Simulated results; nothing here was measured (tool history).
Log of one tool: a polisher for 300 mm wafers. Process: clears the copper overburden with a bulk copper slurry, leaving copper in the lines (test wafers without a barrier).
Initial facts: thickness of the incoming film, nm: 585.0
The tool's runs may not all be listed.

| run | hour | flow of slurry (ml/min) | pressure of the wafer on the pad (psi) | speed of the pad under the wafer (m/s) | abrasive content of the slurry | overpolish time after the end point (s) | time until the end point was called (s) | dishing of a wide line in a test structure (nm) |
|---|---|---|---|---|---|---|---|---|
| 1 | 0.0 | 140 | 1.7 | 0.96 | 1.0 | 19 | 121.66 | 45.408 |
| 2 | 4.0 | 150 | 1.7 | 0.96 | 1.0 | 18 | 117.51 | 44.049 |
| 3 | 11.6 | 150 | 1.7 | 0.86 | 1.0 | 18 | 130.42 | 41.468 |
| 4 | 13.0 | 185 | 1.7 | 0.86 | 1.0 | 18 | 126.61 | 42.970 |
| 5 | 19.8 | 185 | 1.7 | 0.86 | 1.0 | 11 | 126.48 | 29.872 |
| 6 | 22.4 | 185 | 1.8 | 0.86 | 1.0 | 12 | 119.09 | 34.104 |
| 7 | 26.1 | 185 | 1.9 | 0.86 | 1.0 | 13 | 114.42 | 37.024 |
| 8 | 32.9 | 200 | 2.1 | 0.86 | 1.0 | 16 | 103.48 | 46.531 |

Estimate the outcome of run 9 from the log above:
| 9 | 40.6 | 200 | 2.1 | 0.86 | 1.0 | 16 | ? | ? |

For run 9 the tool returned time until the end point was called (s) 102.44, dishing of a wide line in a test structure (nm) 44.824.
